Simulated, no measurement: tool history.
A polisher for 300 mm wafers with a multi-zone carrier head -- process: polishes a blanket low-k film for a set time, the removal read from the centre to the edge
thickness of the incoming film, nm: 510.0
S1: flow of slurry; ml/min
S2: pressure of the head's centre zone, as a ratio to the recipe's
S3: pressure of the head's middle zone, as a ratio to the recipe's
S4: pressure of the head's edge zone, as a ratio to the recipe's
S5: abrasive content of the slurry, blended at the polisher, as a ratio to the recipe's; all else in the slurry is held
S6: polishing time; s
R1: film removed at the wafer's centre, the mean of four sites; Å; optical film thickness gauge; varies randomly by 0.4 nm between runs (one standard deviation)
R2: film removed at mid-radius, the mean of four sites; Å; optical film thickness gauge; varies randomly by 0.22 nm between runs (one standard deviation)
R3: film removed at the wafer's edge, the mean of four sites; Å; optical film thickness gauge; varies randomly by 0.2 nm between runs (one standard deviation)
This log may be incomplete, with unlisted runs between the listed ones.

run 1 hour=0.0 | S1=210 S2=1.00 S3=1.00 S4=1.00 S5=1.00 S6=75 | R1=249.83 R2=252.24 R3=257.24
run 2 hour=8.8 | S1=210 S2=1.00 S3=1.00 S4=1.00 S5=1.00 S6=58 | R1=188.26 R2=193.15 R3=200.18
run 3 hour=15.5 | S1=210 S2=1.00 S3=1.00 S4=1.00 S5=1.15 S6=58 | R1=202.43 R2=204.96 R3=212.92
run 4 hour=20.3 | S1=220 S2=1.01 S3=1.02 S4=1.02 S5=1.20 S6=60 | R1=217.07 R2=218.23 R3=227.75
run 5 hour=25.4 | S1=220 S2=1.01 S3=1.02 S4=1.02 S5=1.20 S6=44 | R1=159.47 R2=161.93 R3=167.21
run 6 hour=32.4 | S1=220 S2=1.01 S3=1.03 S4=1.03 S5=1.25 S6=48 | R1=176.45 R2=182.20 R3=186.33
run 7 hour=40.7 | S1=225 S2=1.02 S3=1.04 S4=1.04 S5=1.30 S6=51 | R1=193.29 R2=197.42 R3=202.93
run 8 hour=41.5 | S1=230 S2=1.03 S3=1.05 S4=1.05 S5=1.35 S6=54 | R1=211.53 R2=216.47 R3=218.93
run 9 hour=43.5 | S1=235 S2=1.04 S3=1.06 S4=1.06 S5=1.35 S6=56 | R1=219.49 R2=224.75 R3=227.86
run 10 hour=44.2 | S1=240 S2=1.05 S3=1.07 S4=1.07 S5=1.35 S6=58 | R1=235.82 R2=236.37 R3=236.83
run 11 hour=52.6 | S1=240 S2=1.05 S3=1.07 S4=1.08 S5=1.35 S6=60 | R1=240.27 R2=242.84 R3=246.49
run 12 hour=60.1 | S1=245 S2=1.05 S3=1.08 S4=1.09 S5=1.35 S6=61 | R1=248.93 R2=252.46 R3=254.29
run 13 hour=64.9 | S1=250 S2=1.05 S3=1.09 S4=1.10 S5=1.35 S6=62 | R1=254.03 R2=260.20 R3=258.64
run 14 hour=66.7 | S1=255 S2=1.05 S3=1.09 S4=1.11 S5=1.35 S6=63 | R1=258.48 R2=262.52 R3=265.74
run 15 hour=70.3 | S1=260 S2=1.05 S3=1.10 S4=1.12 S5=1.35 S6=64 | R1=257.53 R2=271.06 R3=266.73

What will run 16 give?
run 16 hour=74.1 | S1=255 S2=1.05 S3=1.10 S4=1.13 S5=1.35 S6=65 | R1=? R2=? R3=?

{"run 16": {"R1": 268.59, "R2": 274.92, "R3": 273.97}}
